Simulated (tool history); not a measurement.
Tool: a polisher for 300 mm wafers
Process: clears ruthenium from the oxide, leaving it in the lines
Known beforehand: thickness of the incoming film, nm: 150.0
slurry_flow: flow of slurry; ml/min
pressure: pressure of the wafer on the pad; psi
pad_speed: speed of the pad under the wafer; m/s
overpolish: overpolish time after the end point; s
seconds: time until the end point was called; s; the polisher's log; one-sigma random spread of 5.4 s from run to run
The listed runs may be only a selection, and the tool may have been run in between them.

| run | hour | slurry_flow | pressure | pad_speed | overpolish | seconds |
|---|---|---|---|---|---|---|
| 1 | 0.0 | 135 | 2.3 | 0.92 | 7 | 151.66 |
| 2 | 4.6 | 135 | 2.0 | 0.90 | 7 | 171.42 |
| 3 | 8.4 | 135 | 1.8 | 0.86 | 7 | 200.93 |
| 4 | 15.6 | 135 | 1.6 | 0.84 | 7 | 233.06 |
| 5 | 17.1 | 155 | 1.6 | 0.84 | 7 | 216.65 |
| 6 | 22.6 | 150 | 1.5 | 0.84 | 7 | 236.62 |
| 7 | 25.6 | 150 | 1.4 | 0.84 | 7 | 254.73 |

Run 8, settings as shown, results not yet in. Your forecast:
| 8 | 32.7 | 150 | 1.3 | 0.84 | 7 | ? |

seconds: 275.44 s
